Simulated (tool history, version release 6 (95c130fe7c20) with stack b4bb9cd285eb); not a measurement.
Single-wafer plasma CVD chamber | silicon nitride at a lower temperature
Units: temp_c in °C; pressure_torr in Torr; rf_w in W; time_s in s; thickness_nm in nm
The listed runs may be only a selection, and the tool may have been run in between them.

Run 1, day 0: temp_c 365 °C, pressure_torr 1.78 Torr, rf_w 330 W, time_s 10.7 s. Result: thickness_nm 15.287 nm.
Run 2, day 0.071: temp_c 365 °C, pressure_torr 1.65 Torr, rf_w 325 W, time_s 10.7 s. Result: thickness_nm 14.702 nm.
Run 3, day 0.254: temp_c 365 °C, pressure_torr 1.65 Torr, rf_w 325 W, time_s 10.7 s. Result: thickness_nm 14.761 nm.
Run 4, day 0.296: temp_c 365 °C, pressure_torr 1.65 Torr, rf_w 365 W, time_s 10.7 s. Result: thickness_nm 16.336 nm.
Run 5, day 0.621: temp_c 365 °C, pressure_torr 1.65 Torr, rf_w 365 W, time_s 10.2 s. Result: thickness_nm 15.617 nm.
Run 6, day 0.933: temp_c 365 °C, pressure_torr 1.52 Torr, rf_w 355 W, time_s 10.2 s. Result: thickness_nm 14.9 nm.
Run 7, day 1.208: temp_c 365 °C, pressure_torr 1.42 Torr, rf_w 350 W, time_s 10.2 s. Result: thickness_nm 14.378 nm.

Estimate the outcome of run 8 from the log above:
Run 8, day 1.375: temp_c 365 °C, pressure_torr 1.37 Torr, rf_w 350 W, time_s 10.2 s. Result: thickness_nm ?.

{"run 8": {"thickness_nm": 14.175}}

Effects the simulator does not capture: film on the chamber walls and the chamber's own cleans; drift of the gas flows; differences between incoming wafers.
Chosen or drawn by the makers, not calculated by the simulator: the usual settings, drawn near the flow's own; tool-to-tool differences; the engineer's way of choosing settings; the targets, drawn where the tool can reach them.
